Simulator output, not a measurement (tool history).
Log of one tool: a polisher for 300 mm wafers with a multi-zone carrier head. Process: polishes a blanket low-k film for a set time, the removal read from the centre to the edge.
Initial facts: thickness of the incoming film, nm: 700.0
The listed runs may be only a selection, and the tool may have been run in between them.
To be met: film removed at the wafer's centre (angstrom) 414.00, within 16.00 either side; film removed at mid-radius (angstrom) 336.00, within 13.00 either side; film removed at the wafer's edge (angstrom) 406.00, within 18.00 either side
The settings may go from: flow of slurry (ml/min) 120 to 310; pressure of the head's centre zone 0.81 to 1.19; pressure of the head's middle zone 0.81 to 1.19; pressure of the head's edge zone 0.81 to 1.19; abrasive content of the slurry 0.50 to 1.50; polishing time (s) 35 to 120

run,hour,flow of slurry (ml/min),pressure of the head's centre zone,pressure of the head's middle zone,pressure of the head's edge zone,abrasive content of the slurry,polishing time (s),film removed at the wafer's centre (angstrom),film removed at mid-radius (angstrom),film removed at the wafer's edge (angstrom)
1,0.0,200,1.00,1.00,1.00,1.00,77,312.71,321.77,321.22
2,8.4,200,0.96,1.00,1.00,1.00,77,308.60,320.27,309.49
3,14.3,200,0.96,1.00,0.94,1.00,77,304.93,329.34,308.63
4,23.2,200,0.96,1.00,0.94,1.00,86,348.96,371.86,347.54
5,25.0,205,0.99,0.97,0.97,1.00,86,359.11,355.83,357.76
6,27.5,210,1.01,0.95,0.99,1.00,86,365.37,345.40,349.56
7,35.1,195,1.03,0.95,1.03,1.05,86,379.68,357.44,366.23
8,37.7,200,1.02,0.92,1.07,1.10,86,390.30,356.57,393.99
9,44.8,205,1.03,0.90,1.08,1.10,86,393.92,357.03,393.91
10,52.0,205,1.04,0.88,1.09,1.10,86,401.39,346.56,387.34
11,61.0,200,1.03,0.82,1.18,1.20,86,407.20,341.27,436.49
12,66.7,200,1.04,0.82,1.16,1.20,86,416.62,348.62,423.15

Next run, 4 choices. One meets every target within its allowed miss, the rest don't. Which?
A,72.4,205,0.99,0.81,1.14,1.15,95,?,?,?
B,72.4,180,1.07,0.84,1.15,1.20,84,?,?,?
C,72.4,175,0.94,0.83,1.19,1.25,96,?,?,?
D,72.4,175,1.07,0.91,0.99,1.30,81,?,?,?

move,film removed at the wafer's centre (angstrom),film removed at mid-radius (angstrom),film removed at the wafer's edge (angstrom)
A,425.12,359.38,450.61
B,408.84,329.64,404.59
C,416.99,379.77,479.15
D,408.79,352.17,376.16
A: lands further from the targets than the last run did
B: hits every target within its allowed miss
C: lands further from the targets than the last run did
D: lands further from the targets than the last run did
B meets every target.

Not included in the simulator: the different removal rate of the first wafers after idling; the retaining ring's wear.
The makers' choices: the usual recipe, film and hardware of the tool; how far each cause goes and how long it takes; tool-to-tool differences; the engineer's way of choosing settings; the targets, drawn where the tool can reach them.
